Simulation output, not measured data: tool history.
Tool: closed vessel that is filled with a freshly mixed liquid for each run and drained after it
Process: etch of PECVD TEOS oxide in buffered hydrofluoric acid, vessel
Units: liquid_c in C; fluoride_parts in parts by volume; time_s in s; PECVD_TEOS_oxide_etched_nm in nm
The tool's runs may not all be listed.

run 1 hour=0.0 | liquid_c=21.0 fluoride_parts=14 time_s=85 | PECVD_TEOS_oxide_etched_nm=68.962
run 2 hour=6.8 | liquid_c=21.0 fluoride_parts=12 time_s=85 | PECVD_TEOS_oxide_etched_nm=82.617
run 3 hour=8.9 | liquid_c=18.0 fluoride_parts=12 time_s=85 | PECVD_TEOS_oxide_etched_nm=69.528
run 4 hour=9.6 | liquid_c=19.0 fluoride_parts=12 time_s=85 | PECVD_TEOS_oxide_etched_nm=73.572
run 5 hour=13.9 | liquid_c=20.0 fluoride_parts=12 time_s=85 | PECVD_TEOS_oxide_etched_nm=77.640
run 6 hour=21.3 | liquid_c=20.0 fluoride_parts=12 time_s=95 | PECVD_TEOS_oxide_etched_nm=87.300
run 7 hour=24.2 | liquid_c=20.5 fluoride_parts=12 time_s=95 | PECVD_TEOS_oxide_etched_nm=88.933
run 8 hour=31.8 | liquid_c=21.0 fluoride_parts=12 time_s=95 | PECVD_TEOS_oxide_etched_nm=92.153

The next listed run, before its measurement:
run 9 hour=33.9 | liquid_c=21.5 fluoride_parts=12 time_s=95 | PECVD_TEOS_oxide_etched_nm=?

{"run 9": {"PECVD_TEOS_oxide_etched_nm": 93.691}}
